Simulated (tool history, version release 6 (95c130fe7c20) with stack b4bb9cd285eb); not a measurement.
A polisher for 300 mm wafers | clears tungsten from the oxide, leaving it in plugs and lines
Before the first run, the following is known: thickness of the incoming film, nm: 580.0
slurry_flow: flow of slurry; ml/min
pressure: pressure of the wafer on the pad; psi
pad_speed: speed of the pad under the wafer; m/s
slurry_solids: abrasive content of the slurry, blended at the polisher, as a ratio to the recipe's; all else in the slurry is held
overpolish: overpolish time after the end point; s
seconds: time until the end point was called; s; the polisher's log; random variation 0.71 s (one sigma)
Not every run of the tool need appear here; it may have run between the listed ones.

run 1 day=0.000 | slurry_flow=190 pressure=4.5 pad_speed=1.14 slurry_solids=1.0 overpolish=19 | seconds=80.407
run 2 day=0.096 | slurry_flow=190 pressure=4.5 pad_speed=0.88 slurry_solids=1.0 overpolish=19 | seconds=102.790
run 3 day=0.329 | slurry_flow=190 pressure=4.8 pad_speed=0.94 slurry_solids=1.0 overpolish=19 | seconds=89.711
run 4 day=0.621 | slurry_flow=190 pressure=4.8 pad_speed=0.94 slurry_solids=1.1 overpolish=19 | seconds=87.721
run 5 day=0.671 | slurry_flow=190 pressure=5.1 pad_speed=0.98 slurry_solids=1.1 overpolish=19 | seconds=82.085
-- day=0.967 slurry nozzle cleaned
run 6 day=0.967 | slurry_flow=190 pressure=5.3 pad_speed=1.04 slurry_solids=1.1 overpolish=19 | seconds=68.458
run 7 day=1.242 | slurry_flow=190 pressure=5.5 pad_speed=1.06 slurry_solids=1.1 overpolish=19 | seconds=67.010
run 8 day=1.288 | slurry_flow=190 pressure=5.7 pad_speed=1.08 slurry_solids=1.1 overpolish=19 | seconds=63.292
run 9 day=1.558 | slurry_flow=190 pressure=5.9 pad_speed=1.10 slurry_solids=1.1 overpolish=19 | seconds=60.528

Run 10, settings as shown, results not yet in. Your forecast:
run 10 day=1.658 | slurry_flow=190 pressure=6.0 pad_speed=1.14 slurry_solids=1.1 overpolish=19 | seconds=?

seconds: 57.417 s

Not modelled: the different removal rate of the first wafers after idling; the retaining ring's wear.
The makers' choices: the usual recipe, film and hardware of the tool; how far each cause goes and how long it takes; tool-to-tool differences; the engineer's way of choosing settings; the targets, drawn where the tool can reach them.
